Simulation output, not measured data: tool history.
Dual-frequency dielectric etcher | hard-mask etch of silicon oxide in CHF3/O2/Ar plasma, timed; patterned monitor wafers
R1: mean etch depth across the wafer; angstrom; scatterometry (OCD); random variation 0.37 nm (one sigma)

Run 1, day 0.000: source power (W) 730, bias power (W) 216, etch time (s) 23. Result: R1 493.51 angstrom.
Run 2, day 0.254: source power (W) 760, bias power (W) 218, etch time (s) 23. Result: R1 498.88 angstrom.
Run 3, day 0.488: source power (W) 760, bias power (W) 189, etch time (s) 23. Result: R1 484.62 angstrom.
Run 4, day 0.812: source power (W) 760, bias power (W) 189, etch time (s) 24. Result: R1 501.44 angstrom.
Run 5, day 1.146: source power (W) 760, bias power (W) 189, etch time (s) 24. Result: R1 502.05 angstrom.
Run 6, day 1.400: source power (W) 760, bias power (W) 189, etch time (s) 23. Result: R1 474.63 angstrom.
Run 7, day 1.500: source power (W) 780, bias power (W) 195, etch time (s) 23. Result: R1 487.31 angstrom.

Run 8 comes next. What will it give?
Run 8, day 1.738: source power (W) 800, bias power (W) 200, etch time (s) 23. Result: R1 ?.

Run 8 measured R1 504.97 angstrom.

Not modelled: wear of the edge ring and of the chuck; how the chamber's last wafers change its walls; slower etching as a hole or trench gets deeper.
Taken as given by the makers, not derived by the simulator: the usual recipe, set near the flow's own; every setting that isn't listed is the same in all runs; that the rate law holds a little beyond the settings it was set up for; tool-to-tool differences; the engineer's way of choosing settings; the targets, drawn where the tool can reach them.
